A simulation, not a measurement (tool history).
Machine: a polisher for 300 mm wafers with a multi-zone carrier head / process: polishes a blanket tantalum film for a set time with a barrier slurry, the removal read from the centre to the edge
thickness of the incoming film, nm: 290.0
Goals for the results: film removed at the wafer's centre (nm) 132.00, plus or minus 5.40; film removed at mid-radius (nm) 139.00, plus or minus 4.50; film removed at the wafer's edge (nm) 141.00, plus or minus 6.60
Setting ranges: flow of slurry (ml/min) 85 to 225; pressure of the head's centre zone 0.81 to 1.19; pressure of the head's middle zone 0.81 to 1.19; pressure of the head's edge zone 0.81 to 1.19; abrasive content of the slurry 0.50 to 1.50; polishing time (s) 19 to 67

| run | hour | flow of slurry (ml/min) | pressure of the head's centre zone | pressure of the head's middle zone | pressure of the head's edge zone | abrasive content of the slurry | polishing time (s) | film removed at the wafer's centre (nm) | film removed at mid-radius (nm) | film removed at the wafer's edge (nm) |
|---|---|---|---|---|---|---|---|---|---|---|
| 1 | 0.0 | 145 | 1.00 | 1.00 | 1.00 | 1.00 | 43 | 105.10 | 111.92 | 112.62 |
| 2 | 6.3 | 145 | 1.00 | 1.00 | 1.00 | 1.10 | 43 | 107.43 | 113.56 | 114.40 |
| 3 | 10.5 | 145 | 1.00 | 1.00 | 1.06 | 1.10 | 43 | 108.06 | 113.30 | 116.36 |
| 4 | 14.6 | 145 | 1.00 | 1.00 | 1.06 | 1.25 | 43 | 111.46 | 117.07 | 122.80 |
| 5 | 22.9 | 145 | 1.00 | 0.94 | 1.06 | 1.25 | 43 | 112.95 | 113.33 | 119.62 |
| 6 | 25.6 | 145 | 1.00 | 0.94 | 0.98 | 1.25 | 43 | 113.04 | 115.95 | 116.82 |
| 7 | 32.4 | 150 | 1.00 | 0.96 | 1.00 | 1.30 | 43 | 115.28 | 117.77 | 119.74 |
| 8 | 37.8 | 155 | 1.00 | 0.98 | 1.01 | 1.35 | 43 | 119.00 | 121.04 | 123.52 |
| 9 | 43.1 | 160 | 1.00 | 1.00 | 1.02 | 1.40 | 43 | 117.16 | 122.90 | 123.75 |
| 10 | 51.6 | 160 | 1.01 | 1.01 | 1.03 | 1.40 | 44 | 121.52 | 127.26 | 123.25 |
| 11 | 56.4 | 160 | 1.00 | 1.00 | 1.04 | 1.40 | 45 | 123.52 | 128.14 | 131.12 |
| 12 | 63.3 | 165 | 1.00 | 1.01 | 1.04 | 1.40 | 45 | 125.00 | 127.62 | 130.65 |
| 13 | 68.5 | 165 | 1.00 | 1.02 | 1.04 | 1.40 | 45 | 123.04 | 134.32 | 130.60 |
| 14 | 73.6 | 165 | 1.00 | 1.01 | 1.05 | 1.40 | 45 | 125.63 | 131.14 | 130.27 |
| 15 | 81.9 | 190 | 0.98 | 1.03 | 1.13 | 1.50 | 45 | 127.29 | 138.17 | 142.95 |

Which of these 4 next moves meets every target?
| A | 90.2 | 195 | 0.85 | 0.94 | 1.11 | 1.45 | 46 | ? | ? | ? |
| B | 90.2 | 190 | 0.94 | 1.06 | 1.19 | 1.50 | 44 | ? | ? | ? |
| C | 90.2 | 195 | 0.82 | 0.95 | 1.19 | 1.35 | 48 | ? | ? | ? |
| D | 90.2 | 165 | 1.01 | 1.01 | 1.09 | 1.50 | 47 | ? | ? | ? |

| move | film removed at the wafer's centre (nm) | film removed at mid-radius (nm) | film removed at the wafer's edge (nm) |
|---|---|---|---|
| A | 120.72 | 134.19 | 142.72 |
| B | 122.22 | 137.00 | 142.12 |
| C | 121.64 | 138.39 | 151.77 |
| D | 132.88 | 140.09 | 143.22 |
A: the biggest miss grows against the last run
B: the biggest miss grows against the last run
C: the biggest miss grows against the last run
D: hits every target within its allowed miss
D is the move that brings every result within its allowed miss.

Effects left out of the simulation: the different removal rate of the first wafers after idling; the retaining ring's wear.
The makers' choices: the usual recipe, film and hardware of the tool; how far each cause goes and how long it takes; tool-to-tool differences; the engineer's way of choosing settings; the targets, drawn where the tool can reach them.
